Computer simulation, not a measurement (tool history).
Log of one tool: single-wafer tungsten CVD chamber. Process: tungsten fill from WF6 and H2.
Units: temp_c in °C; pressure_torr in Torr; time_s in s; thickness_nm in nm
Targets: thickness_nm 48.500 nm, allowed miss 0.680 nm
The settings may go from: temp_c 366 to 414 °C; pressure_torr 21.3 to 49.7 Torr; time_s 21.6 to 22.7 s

run	day	temp_c	pressure_torr	time_s	thickness_nm
1	0.000	390	35.5	22.7	66.411
2	0.275	390	38.0	22.7	67.909
3	0.383	386	37.9	22.7	63.648
4	0.600	394	37.9	22.7	73.144
5	0.712	389	37.8	22.7	66.882
6	1.033	389	40.9	22.7	69.000
7	1.396	385	40.8	22.7	64.118
8	1.625	381	40.7	22.7	59.987
9	1.950	369	40.5	22.7	47.498

4 next moves are on the table. One of them brings every result within its allowed miss. Which?
A	2.275	368	45.4	21.7	?
B	2.275	367	41.3	22.7	?
C	2.275	371	38.0	22.1	?
D	2.275	371	42.7	21.7	?

move	thickness_nm
A	47.419
B	46.571
C	47.130
D	48.855
A: further off than the last run
B: further off than the last run
C: further off than the last run
D: meets every target
Answer: D
